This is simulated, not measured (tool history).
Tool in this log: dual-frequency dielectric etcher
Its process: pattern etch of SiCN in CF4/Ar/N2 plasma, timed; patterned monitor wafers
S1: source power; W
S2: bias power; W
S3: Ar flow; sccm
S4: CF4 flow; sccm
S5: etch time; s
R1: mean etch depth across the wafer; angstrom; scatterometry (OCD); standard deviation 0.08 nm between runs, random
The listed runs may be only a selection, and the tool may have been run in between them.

{"run": 1, "hour": 0.0, "S1": 440, "S2": 72, "S3": 130, "S4": 58, "S5": 41, "R1": 313.06}
{"run": 2, "hour": 4.2, "S1": 440, "S2": 72, "S3": 130, "S4": 58, "S5": 38, "R1": 288.45}
{"run": 3, "hour": 13.1, "S1": 370, "S2": 72, "S3": 130, "S4": 58, "S5": 38, "R1": 253.9}
{"run": 4, "hour": 16.8, "S1": 370, "S2": 72, "S3": 130, "S4": 65, "S5": 38, "R1": 256.82}
{"run": 5, "hour": 20.4, "S1": 370, "S2": 72, "S3": 115, "S4": 65, "S5": 38, "R1": 265.03}
{"run": 6, "hour": 23.6, "S1": 350, "S2": 71, "S3": 116, "S4": 65, "S5": 38, "R1": 250.34}
{"run": 7, "hour": 26.3, "S1": 330, "S2": 71, "S3": 116, "S4": 65, "S5": 38, "R1": 242.19}
{"run": 8, "hour": 32.2, "S1": 320, "S2": 70, "S3": 116, "S4": 65, "S5": 38, "R1": 234.35}

What does the tool deliver on the next run?
{"run": 9, "hour": 40.3, "S1": 260, "S2": 69, "S3": 116, "S4": 65, "S5": 38, "R1": "?"}

Run 9 produced R1 201.1 angstrom.

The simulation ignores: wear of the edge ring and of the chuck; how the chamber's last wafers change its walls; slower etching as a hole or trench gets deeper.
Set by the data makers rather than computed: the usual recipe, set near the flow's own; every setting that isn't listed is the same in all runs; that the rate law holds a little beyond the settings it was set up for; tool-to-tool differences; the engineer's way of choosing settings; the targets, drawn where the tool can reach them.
